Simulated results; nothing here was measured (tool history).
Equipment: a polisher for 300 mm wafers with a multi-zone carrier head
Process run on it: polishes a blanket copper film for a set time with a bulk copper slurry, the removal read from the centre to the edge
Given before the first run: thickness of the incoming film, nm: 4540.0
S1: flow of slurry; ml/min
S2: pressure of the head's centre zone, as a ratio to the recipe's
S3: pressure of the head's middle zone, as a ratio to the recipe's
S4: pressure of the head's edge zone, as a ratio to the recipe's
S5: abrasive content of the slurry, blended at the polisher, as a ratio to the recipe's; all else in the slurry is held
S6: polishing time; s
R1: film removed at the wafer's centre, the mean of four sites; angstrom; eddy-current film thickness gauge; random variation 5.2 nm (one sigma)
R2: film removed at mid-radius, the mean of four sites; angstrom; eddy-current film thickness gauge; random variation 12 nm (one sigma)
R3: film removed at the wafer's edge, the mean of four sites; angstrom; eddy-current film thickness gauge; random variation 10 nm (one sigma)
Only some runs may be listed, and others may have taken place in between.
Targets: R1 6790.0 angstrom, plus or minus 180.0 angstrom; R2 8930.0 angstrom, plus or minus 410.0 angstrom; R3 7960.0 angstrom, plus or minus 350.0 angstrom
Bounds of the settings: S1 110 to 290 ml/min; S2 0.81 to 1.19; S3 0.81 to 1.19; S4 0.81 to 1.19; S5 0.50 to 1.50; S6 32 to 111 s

run  hour   S1    S2    S3    S4    S5  S6      R1      R2      R3
  1   0.0  185  1.00  1.00  1.00  1.00  71  7835.9  8030.4  8002.8
  2   6.9  180  0.99  1.02  1.00  1.00  71  7670.1  8142.2  7961.0
  3  15.4  180  0.99  1.02  1.00  1.00  82  8953.1  9339.4  9330.3
  4  22.7  175  0.97  1.03  0.98  0.95  82  8715.3  9705.0  9362.0
  5  25.5  175  0.96  1.03  0.97  0.90  81  8405.0  9522.9  8780.2
  6  33.9  175  0.96  1.03  0.97  0.90  65  6805.2  7340.5  7002.3
  7  40.7  180  0.95  1.05  0.98  0.95  65  6656.1  7882.1  7391.7
  8  42.8  185  0.95  1.06  0.98  0.95  65  6730.4  7828.4  7340.4

Which single option among these 5 for the next run brings every result within its allowed miss of target? Just one does.
  A  44.9  180  0.90  1.15  1.04  0.50  74   ?   ?   ?
  B  44.9  180  0.98  1.03  1.02  1.00  63   ?   ?   ?
  C  44.9  205  0.89  1.03  1.07  0.90  68   ?   ?   ?
  D  44.9  225  0.89  1.18  0.85  1.00  68   ?   ?   ?
  E  44.9  215  0.92  1.19  0.81  0.80  67   ?   ?   ?

move      R1      R2      R3
   A  6816.4  9002.2  8010.8
   B  6808.7  7513.5  7291.7
   C  6710.5  8147.3  8055.5
   D  6894.1  9385.1  7369.6
   E  6794.2  9014.5  6888.8
A: every result lands within tolerance
B: its largest miss is bigger than the last run's
C: nearer than the last run, and not there yet
D: pushes the last run's worst result past its target
E: meets the target for the result that was furthest off, but another lies outside its allowed miss
A meets every target.

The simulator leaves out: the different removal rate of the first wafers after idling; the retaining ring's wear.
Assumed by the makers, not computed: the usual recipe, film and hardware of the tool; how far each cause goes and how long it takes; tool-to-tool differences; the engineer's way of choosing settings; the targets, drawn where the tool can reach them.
